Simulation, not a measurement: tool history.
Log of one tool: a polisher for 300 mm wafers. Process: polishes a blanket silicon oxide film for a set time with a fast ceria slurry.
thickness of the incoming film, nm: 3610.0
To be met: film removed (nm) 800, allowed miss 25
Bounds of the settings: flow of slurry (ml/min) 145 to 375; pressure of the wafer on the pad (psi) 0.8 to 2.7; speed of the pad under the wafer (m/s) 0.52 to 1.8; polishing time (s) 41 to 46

run  hour  flow of slurry (ml/min)  pressure of the wafer on the pad (psi)  speed of the pad under the wafer (m/s)  polishing time (s)  film removed (nm)
  1     0                      240                                     1.7                                    1.16                  46             521.29
  2   5.7                      240                                     1.3                                    1.16                  46             405.84
  3    14                      240                                     1.1                                    1.16                  46             343.08
  4  21.4                      240                                     1.1                                    1.16                  46             348.24
  5  24.1                      240                                     1.4                                    1.16                  46             433.22
  6    33                      200                                     1.4                                    1.16                  46             423.13
  7  34.3                      200                                     1.6                                    1.16                  46             489.42
  8  38.5                      200                                     1.6                                    1.16                  46              484.8
  9  45.2                      200                                     1.8                                    1.16                  46             547.59
 10  48.7                      200                                     1.9                                    1.16                  46             566.18
 11  49.7                      200                                       2                                    1.16                  46             610.59
 12  58.6                      215                                     2.5                                    1.16                  46             756.97

4 next moves are on the table. One of them brings every result within its allowed miss. Which?
  A  67.5                      195                                     2.6                                    1.18                  41                  ?
  B  67.5                      230                                     2.5                                     1.3                  45                  ?
  C  67.5                      190                                     2.7                                    1.02                  46                  ?
  D  67.5                      250                                     2.4                                    1.22                  43                  ?

move  film removed (nm)
   A             699.64
   B             810.51
   C             731.04
   D             716.35
A: further off than the last run
B: meets every target
C: further off than the last run
D: further off than the last run
The right move is B.
